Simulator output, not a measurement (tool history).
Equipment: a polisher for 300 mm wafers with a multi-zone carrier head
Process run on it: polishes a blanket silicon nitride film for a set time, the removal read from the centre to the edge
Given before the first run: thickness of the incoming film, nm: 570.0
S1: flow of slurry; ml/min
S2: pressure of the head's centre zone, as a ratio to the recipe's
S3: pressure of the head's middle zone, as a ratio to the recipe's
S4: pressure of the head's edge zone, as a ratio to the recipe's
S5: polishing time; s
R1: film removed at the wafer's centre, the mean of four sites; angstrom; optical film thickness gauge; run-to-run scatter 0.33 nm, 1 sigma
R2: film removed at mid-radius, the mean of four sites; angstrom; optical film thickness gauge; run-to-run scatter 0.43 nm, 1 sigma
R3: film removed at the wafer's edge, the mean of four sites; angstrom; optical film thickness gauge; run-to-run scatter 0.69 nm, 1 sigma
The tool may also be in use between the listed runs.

{"run": 1, "day": 0.0, "S1": 145, "S2": 1, "S3": 1, "S4": 1, "S5": 39, "R1": 848.73, "R2": 887.45, "R3": 893.62}
{"run": 2, "day": 0.262, "S1": 135, "S2": 0.97, "S3": 0.98, "S4": 0.99, "S5": 36, "R1": 744.68, "R2": 779.89, "R3": 816.25}
{"run": 3, "day": 0.433, "S1": 130, "S2": 0.94, "S3": 0.97, "S4": 0.97, "S5": 34, "R1": 676.34, "R2": 739.15, "R3": 747.81}
{"run": 4, "day": 0.688, "S1": 130, "S2": 0.94, "S3": 0.97, "S4": 0.97, "S5": 39, "R1": 772.89, "R2": 834.98, "R3": 859.79}
{"run": 5, "day": 0.708, "S1": 130, "S2": 1.02, "S3": 0.97, "S4": 0.97, "S5": 39, "R1": 836.83, "R2": 856.55, "R3": 839.81}
{"run": 6, "day": 0.904, "S1": 130, "S2": 1.02, "S3": 1.03, "S4": 0.97, "S5": 39, "R1": 832.99, "R2": 885.98, "R3": 864.02}
{"run": 7, "day": 1.121, "S1": 125, "S2": 0.99, "S3": 1.01, "S4": 0.97, "S5": 36, "R1": 736.65, "R2": 792.99, "R3": 792.54}
{"run": 8, "day": 1.254, "S1": 90, "S2": 0.89, "S3": 0.91, "S4": 0.89, "S5": 25, "R1": 419.37, "R2": 455.52, "R3": 491.48}
{"run": 9, "day": 1.425, "S1": 90, "S2": 0.88, "S3": 0.91, "S4": 0.9, "S5": 25, "R1": 414.53, "R2": 458.08, "R3": 493.32}
{"run": 10, "day": 1.608, "S1": 90, "S2": 0.88, "S3": 0.91, "S4": 0.91, "S5": 25, "R1": 413.15, "R2": 458.67, "R3": 488.09}
{"run": 11, "day": 1.712, "S1": 90, "S2": 0.87, "S3": 0.9, "S4": 0.93, "S5": 25, "R1": 406.91, "R2": 455.94, "R3": 495.1}
{"run": 12, "day": 2.042, "S1": 95, "S2": 0.87, "S3": 0.9, "S4": 0.94, "S5": 25, "R1": 417.56, "R2": 469.36, "R3": 507.79}

For run 13, what comes out?
{"run": 13, "day": 2.408, "S1": 95, "S2": 0.87, "S3": 0.9, "S4": 0.95, "S5": 25, "R1": "?", "R2": "?", "R3": "?"}

R1: 409.83 angstrom
R2: 453.85 angstrom
R3: 494.45 angstrom
